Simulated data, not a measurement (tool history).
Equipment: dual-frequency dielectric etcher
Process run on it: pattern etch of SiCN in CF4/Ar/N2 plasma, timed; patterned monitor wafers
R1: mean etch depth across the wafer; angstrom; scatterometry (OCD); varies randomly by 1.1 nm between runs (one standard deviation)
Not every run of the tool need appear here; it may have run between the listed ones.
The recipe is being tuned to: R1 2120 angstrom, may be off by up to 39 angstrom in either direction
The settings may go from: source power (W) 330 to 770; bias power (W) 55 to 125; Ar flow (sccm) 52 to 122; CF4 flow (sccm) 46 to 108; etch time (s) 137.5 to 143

{"run": 1, "hour": 0.0, "source power (W)": 550, "bias power (W)": 90, "Ar flow (sccm)": 87, "CF4 flow (sccm)": 77, "etch time (s)": 137.5, "R1": 1599.4}
{"run": 2, "hour": 2.0, "source power (W)": 550, "bias power (W)": 102, "Ar flow (sccm)": 87, "CF4 flow (sccm)": 77, "etch time (s)": 137.5, "R1": 1661.2}
{"run": 3, "hour": 6.0, "source power (W)": 550, "bias power (W)": 102, "Ar flow (sccm)": 87, "CF4 flow (sccm)": 77, "etch time (s)": 143, "R1": 1727.4}
{"run": 4, "hour": 10.2, "source power (W)": 560, "bias power (W)": 102, "Ar flow (sccm)": 87, "CF4 flow (sccm)": 77, "etch time (s)": 143, "R1": 1745.8}
{"run": 5, "hour": 16.3, "source power (W)": 560, "bias power (W)": 102, "Ar flow (sccm)": 87, "CF4 flow (sccm)": 77, "etch time (s)": 137.5, "R1": 1667.2}
{"run": 6, "hour": 20.7, "source power (W)": 560, "bias power (W)": 102, "Ar flow (sccm)": 75, "CF4 flow (sccm)": 77, "etch time (s)": 137.5, "R1": 1706.9}
{"run": 7, "hour": 27.5, "source power (W)": 580, "bias power (W)": 102, "Ar flow (sccm)": 75, "CF4 flow (sccm)": 77, "etch time (s)": 137.5, "R1": 1741.4}
{"run": 8, "hour": 29.7, "source power (W)": 600, "bias power (W)": 102, "Ar flow (sccm)": 75, "CF4 flow (sccm)": 77, "etch time (s)": 137.5, "R1": 1822.8}
{"run": 9, "hour": 31.2, "source power (W)": 610, "bias power (W)": 102, "Ar flow (sccm)": 75, "CF4 flow (sccm)": 77, "etch time (s)": 137.5, "R1": 1844.2}
{"run": 10, "hour": 39.1, "source power (W)": 620, "bias power (W)": 102, "Ar flow (sccm)": 75, "CF4 flow (sccm)": 77, "etch time (s)": 137.5, "R1": 1862.5}
{"run": 11, "hour": 42.2, "source power (W)": 630, "bias power (W)": 102, "Ar flow (sccm)": 75, "CF4 flow (sccm)": 77, "etch time (s)": 137.5, "R1": 1869.8}

Which of these 4 next moves meets every target?
{"run": "A", "hour": 45.3, "source power (W)": 650, "bias power (W)": 117, "Ar flow (sccm)": 58, "CF4 flow (sccm)": 84, "etch time (s)": 143, "R1": "?"}
{"run": "B", "hour": 45.3, "source power (W)": 760, "bias power (W)": 91, "Ar flow (sccm)": 73, "CF4 flow (sccm)": 70, "etch time (s)": 138.5, "R1": "?"}
{"run": "C", "hour": 45.3, "source power (W)": 680, "bias power (W)": 107, "Ar flow (sccm)": 64, "CF4 flow (sccm)": 79, "etch time (s)": 140, "R1": "?"}
{"run": "D", "hour": 45.3, "source power (W)": 510, "bias power (W)": 105, "Ar flow (sccm)": 63, "CF4 flow (sccm)": 77, "etch time (s)": 137.5, "R1": "?"}

move=A R1=2175.6
move=B R1=2053.1
move=C R1=2094.3
move=D R1=1646.3
A: carries the result that was furthest off beyond its target, to the other side
B: moves toward the targets from the last run without getting all of them in spec
C: all results land within tolerance of their targets
D: misses by more than the last run did
C is the move that brings every result within its allowed miss.
